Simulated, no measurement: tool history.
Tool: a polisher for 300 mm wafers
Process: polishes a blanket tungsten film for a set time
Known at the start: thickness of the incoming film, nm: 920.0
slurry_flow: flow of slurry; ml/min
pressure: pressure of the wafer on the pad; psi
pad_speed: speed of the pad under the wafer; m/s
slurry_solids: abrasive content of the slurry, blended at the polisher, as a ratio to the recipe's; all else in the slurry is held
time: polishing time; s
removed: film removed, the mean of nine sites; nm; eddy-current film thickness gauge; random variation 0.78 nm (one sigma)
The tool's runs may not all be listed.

run	hour	slurry_flow	pressure	pad_speed	slurry_solids	time	removed
1	0	265	2.9	1.32	1	35	177.95
2	1.3	265	2.9	1.32	0.9	35	174.66
3	4.1	260	2.8	1.32	0.9	35	167.86
4	6.3	260	3.2	1.32	0.9	35	186.37
5	11.3	260	3.2	1.32	0.9	35	186.97
6	15.2	260	3.2	1.46	0.9	35	204.08
7	18.9	255	3	1.46	0.9	35	193.92
8	21.4	250	2.8	1.46	0.9	35	184.44

Forecast run 9:
9	24.9	250	2.6	1.46	0.9	35	?

Run 9 gave removed 177.32 nm.
